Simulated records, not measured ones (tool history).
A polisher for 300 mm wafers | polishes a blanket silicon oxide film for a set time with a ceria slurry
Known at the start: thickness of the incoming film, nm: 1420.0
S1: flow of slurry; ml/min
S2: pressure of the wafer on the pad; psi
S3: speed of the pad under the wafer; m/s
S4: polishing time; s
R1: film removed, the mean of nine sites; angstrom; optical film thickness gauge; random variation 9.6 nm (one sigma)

run 1 hour=0.0 | S1=165 S2=2.8 S3=1.18 S4=99 | R1=4402.5
run 2 hour=1.4 | S1=165 S2=2.8 S3=0.92 S4=99 | R1=3405.0
run 3 hour=3.4 | S1=165 S2=3.3 S3=0.94 S4=99 | R1=4179.8
run 4 hour=12.1 | S1=200 S2=3.3 S3=0.94 S4=99 | R1=4203.9
-- hour=18.7 head pressure recalibrated
run 5 hour=18.7 | S1=175 S2=3.3 S3=0.94 S4=99 | R1=4578.9
run 6 hour=19.5 | S1=210 S2=3.3 S3=0.94 S4=99 | R1=4787.0
run 7 hour=21.9 | S1=220 S2=3.5 S3=0.94 S4=99 | R1=5120.8

Run 8 comes next. What will it give?
run 8 hour=29.9 | S1=225 S2=3.6 S3=0.94 S4=99 | R1=?

{"run 8": {"R1": 5181.5}}
